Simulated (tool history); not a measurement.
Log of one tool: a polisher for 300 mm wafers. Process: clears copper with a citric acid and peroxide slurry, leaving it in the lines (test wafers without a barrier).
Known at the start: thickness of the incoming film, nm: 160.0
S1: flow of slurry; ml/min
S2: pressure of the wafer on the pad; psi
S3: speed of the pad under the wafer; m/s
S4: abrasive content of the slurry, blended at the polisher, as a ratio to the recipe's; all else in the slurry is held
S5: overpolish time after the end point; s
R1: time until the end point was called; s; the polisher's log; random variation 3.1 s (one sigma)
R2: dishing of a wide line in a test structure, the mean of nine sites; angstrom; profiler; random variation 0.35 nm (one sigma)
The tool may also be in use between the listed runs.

{"run": 1, "hour": 0.0, "S1": 225, "S2": 3.2, "S3": 0.82, "S4": 1, "S5": 25, "R1": 97.421, "R2": 288.78}
{"run": 2, "hour": 6.9, "S1": 225, "S2": 3.2, "S3": 0.82, "S4": 1.15, "S5": 25, "R1": 98.088, "R2": 304.44}
{"run": 3, "hour": 9.7, "S1": 225, "S2": 3.2, "S3": 0.82, "S4": 1.25, "S5": 25, "R1": 99.017, "R2": 294.69}
{"run": 4, "hour": 10.6, "S1": 225, "S2": 3.2, "S3": 0.82, "S4": 1.45, "S5": 25, "R1": 92.119, "R2": 298.06}
{"run": 5, "hour": 16.4, "S1": 225, "S2": 3.2, "S3": 0.82, "S4": 1.45, "S5": 34, "R1": 90.304, "R2": 389.01}
{"run": 6, "hour": 19.7, "S1": 225, "S2": 3.2, "S3": 0.64, "S4": 1.45, "S5": 34, "R1": 112.17, "R2": 329.8}
{"run": 7, "hour": 23.7, "S1": 225, "S2": 2.9, "S3": 0.64, "S4": 1.45, "S5": 34, "R1": 127.64, "R2": 299.28}
{"run": 8, "hour": 28.2, "S1": 225, "S2": 2.7, "S3": 0.64, "S4": 1.45, "S5": 33, "R1": 138.2, "R2": 278.64}

The next listed run, before its measurement:
{"run": 9, "hour": 30.4, "S1": 225, "S2": 2.6, "S3": 0.64, "S4": 1.45, "S5": 32, "R1": "?", "R2": "?"}

R1: 139.88 s
R2: 266.5 angstrom

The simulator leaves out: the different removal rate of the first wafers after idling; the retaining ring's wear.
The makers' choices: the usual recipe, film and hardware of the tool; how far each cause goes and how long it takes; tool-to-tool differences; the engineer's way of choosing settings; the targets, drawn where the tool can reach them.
